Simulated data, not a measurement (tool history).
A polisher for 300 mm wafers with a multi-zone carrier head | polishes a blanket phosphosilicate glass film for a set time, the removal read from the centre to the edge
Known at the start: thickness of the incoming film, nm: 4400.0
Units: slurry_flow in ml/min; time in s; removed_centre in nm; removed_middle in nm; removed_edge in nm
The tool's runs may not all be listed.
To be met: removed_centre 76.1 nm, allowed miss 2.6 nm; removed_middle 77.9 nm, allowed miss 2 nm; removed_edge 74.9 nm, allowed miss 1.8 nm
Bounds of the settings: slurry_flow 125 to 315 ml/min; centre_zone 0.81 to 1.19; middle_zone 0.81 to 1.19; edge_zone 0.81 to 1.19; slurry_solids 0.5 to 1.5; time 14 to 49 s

run,hour,slurry_flow,centre_zone,middle_zone,edge_zone,slurry_solids,time,removed_centre,removed_middle,removed_edge
1,0,205,1,1,1,1,31,161.29,165.89,161.69
2,5.5,200,0.99,0.98,0.96,0.85,27,129.78,129.26,125.68
3,14.3,200,0.99,1.03,0.96,0.85,27,130.67,134.75,128.41
4,20.9,195,0.96,1,0.92,0.75,25,107.44,114.04,108.07
5,29.7,195,0.96,1,0.92,0.85,25,114.17,122.6,114.44
6,30.9,190,0.95,0.97,0.89,0.75,24,100.67,104.31,100.59
7,38.7,195,0.94,0.96,0.87,0.7,23,94.573,96.821,93.19
8,45.4,200,0.93,0.95,0.85,0.65,22,84.051,87.874,84.066
9,48.7,205,0.93,0.94,0.84,0.6,22,80.97,82.343,79.168
10,56.5,200,0.9,0.92,0.81,0.55,22,72.506,76.371,73.635

Which of these 4 next moves meets every target?
A,64.3,215,1,0.92,0.81,0.6,21,?,?,?
B,64.3,195,0.95,1.04,0.81,0.5,23,?,?,?
C,64.3,230,0.95,0.96,0.88,0.65,19,?,?,?
D,64.3,155,1,0.92,0.9,0.6,22,?,?,?

move,removed_centre,removed_middle,removed_edge
A,83.933,77.551,75.257
B,75.855,81.398,71.397
C,77.361,77.411,74.989
D,82.33,76.592,79.155
A: takes the result that was furthest off past its target
B: brings the result that was furthest off to its target, and leaves another outside
C: meets every target
D: takes the result that was furthest off past its target
Move C is the one to make.

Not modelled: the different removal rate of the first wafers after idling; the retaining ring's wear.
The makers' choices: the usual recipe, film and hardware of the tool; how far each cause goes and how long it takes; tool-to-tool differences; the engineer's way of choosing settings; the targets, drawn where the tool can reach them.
